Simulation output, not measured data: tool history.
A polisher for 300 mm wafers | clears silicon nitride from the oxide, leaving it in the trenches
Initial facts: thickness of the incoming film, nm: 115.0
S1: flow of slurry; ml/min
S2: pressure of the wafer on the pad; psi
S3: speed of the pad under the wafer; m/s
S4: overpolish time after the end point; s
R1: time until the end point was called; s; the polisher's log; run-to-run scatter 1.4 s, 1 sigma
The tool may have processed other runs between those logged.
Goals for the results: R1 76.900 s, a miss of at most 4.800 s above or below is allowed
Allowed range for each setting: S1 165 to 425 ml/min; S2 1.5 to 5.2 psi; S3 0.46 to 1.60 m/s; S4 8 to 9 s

run	hour	S1	S2	S3	S4	R1
1	0.0	275	3.3	1.02	9	112.660
2	6.7	275	3.5	1.02	9	108.660
3	11.9	275	4.3	1.02	9	88.734
4	15.8	275	3.6	1.02	9	108.770
5	18.4	275	3.3	1.02	9	115.020
6	25.7	275	3.6	1.04	9	102.860
7	28.0	275	3.8	1.04	9	98.534
8	31.1	275	4.0	1.04	9	93.277
9	31.8	275	4.1	1.04	9	94.554
10	39.4	275	4.3	1.06	9	89.169
11	42.0	275	4.4	1.06	9	85.092
12	50.1	275	4.5	1.06	9	82.172
13	54.9	275	4.6	1.06	9	83.931

Below are 4 possible settings for the next run. Only one of them brings all results inside the allowed miss of their targets. Which is it?
A	59.7	295	4.7	1.10	8	?
B	59.7	285	5.1	1.26	8	?
C	59.7	325	5.2	1.18	8	?
D	59.7	240	4.7	1.42	8	?

move	R1
A	76.119
B	63.967
C	65.265
D	63.966
A: all results in spec
B: moves the result that the last run missed by most past its target, out the other side
C: moves the result that the last run missed by most past its target, out the other side
D: moves the result that the last run missed by most past its target, out the other side
The right move is A.
